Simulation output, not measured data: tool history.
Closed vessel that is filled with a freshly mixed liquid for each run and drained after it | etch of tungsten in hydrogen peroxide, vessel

| run | day | temperature setpoint of the liquid (C) | concentration of hydrogen peroxide in the mixed liquid (% by weight) | time in the liquid (s) | thickness taken off the tungsten on a monitor wafer (angstrom) |
|---|---|---|---|---|---|
| 1 | 0 | 46 | 24 | 105 | 2522.5 |
| 2 | 0.033 | 44.5 | 24 | 105 | 2302.2 |
| 3 | 0.292 | 43.5 | 24 | 105 | 2149.9 |
| 4 | 0.617 | 42.5 | 24 | 105 | 2023.5 |
| 5 | 0.788 | 41.5 | 24 | 105 | 1884.1 |
| 6 | 1.133 | 46 | 24 | 105 | 2509.7 |

The next listed run, before its measurement:
| 7 | 1.262 | 44.5 | 24 | 105 | ? |

thickness taken off the tungsten on a monitor wafer (angstrom): 2294
